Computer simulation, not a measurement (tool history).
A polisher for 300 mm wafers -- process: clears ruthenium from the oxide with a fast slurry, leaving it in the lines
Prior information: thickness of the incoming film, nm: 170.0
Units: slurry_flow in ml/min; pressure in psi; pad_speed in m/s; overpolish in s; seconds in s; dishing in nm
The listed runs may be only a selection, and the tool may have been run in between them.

run,day,slurry_flow,pressure,pad_speed,slurry_solids,overpolish,seconds,dishing
1,0.000,235,2.4,0.84,1.0,18,60.368,33.601
2,0.142,235,2.5,0.86,1.0,18,56.849,34.672
3,0.288,235,2.6,0.88,1.0,18,54.585,36.406
4,0.654,235,2.6,0.76,1.0,18,59.768,32.931
5,1.004,235,2.7,0.78,1.0,18,57.129,35.308
6,1.158,235,2.8,0.80,1.0,17,53.644,35.589
7,1.212,235,2.8,0.80,1.0,17,53.312,34.702
8,1.396,255,3.4,1.00,1.0,14,36.888,39.116
9,1.679,255,3.4,1.00,1.0,14,37.086,39.095
10,1.738,255,3.4,1.02,1.0,14,36.534,38.828
11,1.917,255,3.4,1.04,1.0,14,35.835,40.177
12,1.954,255,3.4,1.06,1.0,14,35.474,40.316

The next listed run, before its measurement:
13,2.138,255,3.6,1.12,1.0,15,?,?

seconds: 31.797 s
dishing: 43.842 nm
